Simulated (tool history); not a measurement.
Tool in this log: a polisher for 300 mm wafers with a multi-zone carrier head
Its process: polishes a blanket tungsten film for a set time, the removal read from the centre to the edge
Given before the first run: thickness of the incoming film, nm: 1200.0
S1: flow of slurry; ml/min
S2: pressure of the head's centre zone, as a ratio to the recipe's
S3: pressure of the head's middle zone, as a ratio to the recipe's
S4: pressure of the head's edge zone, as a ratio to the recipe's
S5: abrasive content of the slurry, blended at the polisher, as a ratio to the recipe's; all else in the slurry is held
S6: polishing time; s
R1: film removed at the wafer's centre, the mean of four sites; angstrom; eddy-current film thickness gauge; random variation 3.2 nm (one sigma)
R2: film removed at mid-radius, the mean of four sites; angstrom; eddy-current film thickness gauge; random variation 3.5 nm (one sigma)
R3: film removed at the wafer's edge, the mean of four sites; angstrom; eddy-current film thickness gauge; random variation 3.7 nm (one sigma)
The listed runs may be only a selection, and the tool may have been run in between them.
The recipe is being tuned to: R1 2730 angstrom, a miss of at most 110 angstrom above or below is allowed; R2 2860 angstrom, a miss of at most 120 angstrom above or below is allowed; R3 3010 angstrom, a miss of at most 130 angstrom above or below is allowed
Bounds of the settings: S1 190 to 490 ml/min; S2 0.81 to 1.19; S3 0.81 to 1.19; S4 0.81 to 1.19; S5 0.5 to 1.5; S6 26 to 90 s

run  hour   S1    S2    S3    S4    S5  S6      R1      R2      R3
  1     0  315     1     1     1     1  58  3589.5    3670  3646.3
  2   8.5  315     1     1     1     1  68  4300.8  4273.9  4296.3
  3  17.1  315     1     1  1.08     1  68  4244.5    4154    4444
  4  23.8  315     1     1  1.08   1.2  68    4454  4539.9  4805.3
  5  29.6  315     1     1  1.08   1.2  62  4126.9  4070.6  4324.4
  6  32.4  315     1     1  1.08   1.1  62  4023.1  3995.9    4191
  7    38  315  0.95  0.97  1.05   0.9  60    3513  3608.6  3755.8
  8  43.1  310  0.85  0.87  0.95  0.65  56  2738.6  2711.1  3036.6
  9  46.9  310  0.85  0.87  0.95  0.65  56  2641.5  2665.6  3025.1

Which single option among these 5 for the next run brings every result within its allowed miss of target? Just one does.
  A  50.7  240  0.88  1.05  0.94  0.65  57   ?   ?   ?
  B  50.7  205  0.84  0.97  0.83  0.65  57   ?   ?   ?
  C  50.7  420  0.94     1  0.84  0.65  51   ?   ?   ?
  D  50.7  250  0.81  0.85  1.07  0.95  54   ?   ?   ?
  E  50.7  315  0.86  0.92  0.92   0.7  55   ?   ?   ?

move      R1      R2      R3
   A  2763.3  3085.8  2994.6
   B  2592.9  2816.1    2781
   C  2772.4  2807.1  2662.5
   D  2801.9  2795.1  3450.2
   E  2785.4  2825.6  3015.1
A: takes the result that was furthest off past its target
B: the worst result of the last run now meets its target, but another is out of spec
C: the worst result of the last run now meets its target, but another is out of spec
D: the worst result of the last run now meets its target, but another is out of spec
E: all results in spec
So the answer is move E, the one that meets all the targets.
